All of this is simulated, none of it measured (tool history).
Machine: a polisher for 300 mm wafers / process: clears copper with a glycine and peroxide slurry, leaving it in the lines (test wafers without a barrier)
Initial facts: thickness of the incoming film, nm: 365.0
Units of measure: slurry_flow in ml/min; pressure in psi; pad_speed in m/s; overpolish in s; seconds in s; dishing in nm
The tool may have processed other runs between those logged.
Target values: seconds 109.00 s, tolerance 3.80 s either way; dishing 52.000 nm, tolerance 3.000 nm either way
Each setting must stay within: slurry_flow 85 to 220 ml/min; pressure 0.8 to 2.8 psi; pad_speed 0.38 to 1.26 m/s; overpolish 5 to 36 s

run	hour	slurry_flow	pressure	pad_speed	overpolish	seconds	dishing
1	0.0	140	1.8	0.82	18	119.41	32.967
2	5.7	140	1.8	0.82	19	118.46	35.527
3	9.9	140	1.8	0.82	20	118.77	36.966
4	11.7	140	2.2	0.82	20	102.98	40.646
5	17.3	140	1.9	0.82	20	114.71	38.726
6	20.7	140	1.9	0.82	21	114.48	39.149
7	22.9	140	1.9	0.82	22	116.02	38.583
8	28.3	145	1.9	0.82	23	114.90	41.977
9	30.1	145	1.9	0.82	24	113.81	43.711
10	33.0	155	1.9	0.82	26	110.60	45.729
11	36.0	155	1.9	0.82	26	112.84	43.848
12	40.3	145	2.0	0.82	28	110.56	48.140
13	41.3	145	2.0	0.82	29	109.16	48.471

Pick the move, out of 4, that brings all results within their allowed miss; only one does.
A	42.3	175	2.0	0.80	31	?	?
B	42.3	145	2.1	0.80	26	?	?
C	42.3	195	2.0	0.72	23	?	?
D	42.3	160	2.0	0.78	22	?	?

move	seconds	dishing
A	109.69	50.157
B	108.99	45.590
C	116.58	40.659
D	113.21	40.037
A: hits every target within its allowed miss
B: misses by more than the last run did
C: misses by more than the last run did
D: misses by more than the last run did
The move that meets every target is A.

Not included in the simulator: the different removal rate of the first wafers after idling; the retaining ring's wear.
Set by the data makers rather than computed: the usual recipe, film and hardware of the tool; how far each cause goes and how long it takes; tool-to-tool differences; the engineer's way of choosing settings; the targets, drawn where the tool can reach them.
